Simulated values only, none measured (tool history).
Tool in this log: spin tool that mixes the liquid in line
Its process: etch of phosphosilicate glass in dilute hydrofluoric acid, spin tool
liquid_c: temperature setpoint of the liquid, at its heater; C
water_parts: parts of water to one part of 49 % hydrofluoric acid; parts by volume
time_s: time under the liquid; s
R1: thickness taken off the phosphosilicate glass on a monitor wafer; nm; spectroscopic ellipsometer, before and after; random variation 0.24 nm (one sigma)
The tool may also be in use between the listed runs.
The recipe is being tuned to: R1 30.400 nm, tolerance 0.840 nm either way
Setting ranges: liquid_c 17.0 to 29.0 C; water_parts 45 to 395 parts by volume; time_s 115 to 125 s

Run 1, hour 0.0: liquid_c 21.0 C, water_parts 220 parts by volume, time_s 115 s. Result: R1 52.816 nm.
Run 2, hour 8.7: liquid_c 21.0 C, water_parts 180 parts by volume, time_s 115 s. Result: R1 68.180 nm.
Run 3, hour 13.9: liquid_c 21.0 C, water_parts 180 parts by volume, time_s 125 s. Result: R1 74.110 nm.
Run 4, hour 21.8: liquid_c 21.0 C, water_parts 235 parts by volume, time_s 125 s. Result: R1 53.483 nm.
Run 5, hour 24.7: liquid_c 21.0 C, water_parts 175 parts by volume, time_s 125 s. Result: R1 76.069 nm.
Run 6, hour 31.6: liquid_c 20.0 C, water_parts 210 parts by volume, time_s 125 s. Result: R1 58.380 nm.
Run 7, hour 38.4: liquid_c 20.0 C, water_parts 210 parts by volume, time_s 125 s. Result: R1 58.311 nm.
Run 8, hour 44.5: liquid_c 19.5 C, water_parts 230 parts by volume, time_s 125 s. Result: R1 51.998 nm.

5 next moves are on the table. One of them brings every result within its allowed miss. Which?
Run A, hour 50.6: liquid_c 18.0 C, water_parts 335 parts by volume, time_s 115 s. Result: R1 ?.
Run B, hour 50.6: liquid_c 21.0 C, water_parts 155 parts by volume, time_s 125 s. Result: R1 ?.
Run C, hour 50.6: liquid_c 20.5 C, water_parts 335 parts by volume, time_s 115 s. Result: R1 ?.
Run D, hour 50.6: liquid_c 17.5 C, water_parts 320 parts by volume, time_s 115 s. Result: R1 ?.
Run E, hour 50.6: liquid_c 17.0 C, water_parts 315 parts by volume, time_s 115 s. Result: R1 ?.

move      R1
   A  27.761
   B  86.435
   C  30.390
   D  28.887
   E  28.921
A: takes the result that was furthest off past its target
B: its largest miss is bigger than the last run's
C: hits every target within its allowed miss
D: takes the result that was furthest off past its target
E: takes the result that was furthest off past its target
The right move is C.

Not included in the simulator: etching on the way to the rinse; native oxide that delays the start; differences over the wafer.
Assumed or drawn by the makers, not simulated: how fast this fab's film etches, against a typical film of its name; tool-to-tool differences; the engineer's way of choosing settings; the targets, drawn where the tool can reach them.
